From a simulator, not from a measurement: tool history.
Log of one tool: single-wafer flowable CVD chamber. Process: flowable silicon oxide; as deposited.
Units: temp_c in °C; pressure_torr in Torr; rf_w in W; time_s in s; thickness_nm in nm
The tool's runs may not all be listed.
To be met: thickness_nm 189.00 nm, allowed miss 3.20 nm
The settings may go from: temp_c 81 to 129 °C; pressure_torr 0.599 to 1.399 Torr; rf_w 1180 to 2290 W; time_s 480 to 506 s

Run 1, hour 0.0: temp_c 105 °C, pressure_torr 0.999 Torr, rf_w 1735 W, time_s 506 s. Result: thickness_nm 291.09 nm.
Run 2, hour 3.5: temp_c 106 °C, pressure_torr 0.999 Torr, rf_w 1735 W, time_s 506 s. Result: thickness_nm 283.50 nm.
Run 3, hour 4.0: temp_c 107 °C, pressure_torr 0.999 Torr, rf_w 1735 W, time_s 506 s. Result: thickness_nm 273.42 nm.
Run 4, hour 7.0: temp_c 108 °C, pressure_torr 0.999 Torr, rf_w 1735 W, time_s 506 s. Result: thickness_nm 265.92 nm.
Run 5, hour 10.2: temp_c 97 °C, pressure_torr 0.999 Torr, rf_w 1735 W, time_s 506 s. Result: thickness_nm 384.27 nm.
Run 6, hour 16.2: temp_c 97 °C, pressure_torr 0.999 Torr, rf_w 1735 W, time_s 480 s. Result: thickness_nm 366.02 nm.
Run 7, hour 18.8: temp_c 99 °C, pressure_torr 0.999 Torr, rf_w 1735 W, time_s 480 s. Result: thickness_nm 340.43 nm.
At hour 19.3: thermocouple changed; heater temperature recalibrated.
Run 8, hour 19.3: temp_c 101 °C, pressure_torr 0.999 Torr, rf_w 1735 W, time_s 480 s. Result: thickness_nm 373.47 nm.
Run 9, hour 23.4: temp_c 103 °C, pressure_torr 0.999 Torr, rf_w 1735 W, time_s 480 s. Result: thickness_nm 349.21 nm.
Run 10, hour 30.8: temp_c 105 °C, pressure_torr 0.999 Torr, rf_w 1735 W, time_s 480 s. Result: thickness_nm 325.22 nm.
Run 11, hour 37.4: temp_c 107 °C, pressure_torr 0.999 Torr, rf_w 1735 W, time_s 480 s. Result: thickness_nm 303.53 nm.
Run 12, hour 44.4: temp_c 109 °C, pressure_torr 0.999 Torr, rf_w 1735 W, time_s 480 s. Result: thickness_nm 283.78 nm.
Run 13, hour 52.6: temp_c 111 °C, pressure_torr 0.999 Torr, rf_w 1735 W, time_s 480 s. Result: thickness_nm 264.88 nm.
Run 14, hour 56.5: temp_c 112 °C, pressure_torr 0.999 Torr, rf_w 1735 W, time_s 480 s. Result: thickness_nm 256.96 nm.
Run 15, hour 58.3: temp_c 113 °C, pressure_torr 0.999 Torr, rf_w 1735 W, time_s 480 s. Result: thickness_nm 249.12 nm.
Run 16, hour 62.9: temp_c 114 °C, pressure_torr 0.999 Torr, rf_w 1735 W, time_s 480 s. Result: thickness_nm 240.95 nm.
Run 17, hour 64.8: temp_c 115 °C, pressure_torr 0.999 Torr, rf_w 1735 W, time_s 480 s. Result: thickness_nm 232.85 nm.
Run 18, hour 68.1: temp_c 116 °C, pressure_torr 0.999 Torr, rf_w 1735 W, time_s 480 s. Result: thickness_nm 225.17 nm.
Run 19, hour 71.9: temp_c 117 °C, pressure_torr 0.999 Torr, rf_w 1735 W, time_s 480 s. Result: thickness_nm 217.62 nm.
Run 20, hour 77.3: temp_c 120 °C, pressure_torr 0.999 Torr, rf_w 1735 W, time_s 480 s. Result: thickness_nm 199.52 nm.
Run 21, hour 83.0: temp_c 121 °C, pressure_torr 0.999 Torr, rf_w 1735 W, time_s 480 s. Result: thickness_nm 193.21 nm.

4 next moves are on the table. One of them brings every result within its allowed miss. Which?
Run A, hour 88.7: temp_c 122 °C, pressure_torr 1.029 Torr, rf_w 1740 W, time_s 480 s. Result: thickness_nm ?.
Run B, hour 88.7: temp_c 125 °C, pressure_torr 1.094 Torr, rf_w 1570 W, time_s 506 s. Result: thickness_nm ?.
Run C, hour 88.7: temp_c 123 °C, pressure_torr 1.036 Torr, rf_w 1735 W, time_s 506 s. Result: thickness_nm ?.
Run D, hour 88.7: temp_c 118 °C, pressure_torr 0.918 Torr, rf_w 1675 W, time_s 490 s. Result: thickness_nm ?.

move  thickness_nm
   A        193.44
   B        189.62
   C        199.37
   D        196.07
A: further off than the last run
B: meets every target
C: further off than the last run
D: further off than the last run
Answer: B

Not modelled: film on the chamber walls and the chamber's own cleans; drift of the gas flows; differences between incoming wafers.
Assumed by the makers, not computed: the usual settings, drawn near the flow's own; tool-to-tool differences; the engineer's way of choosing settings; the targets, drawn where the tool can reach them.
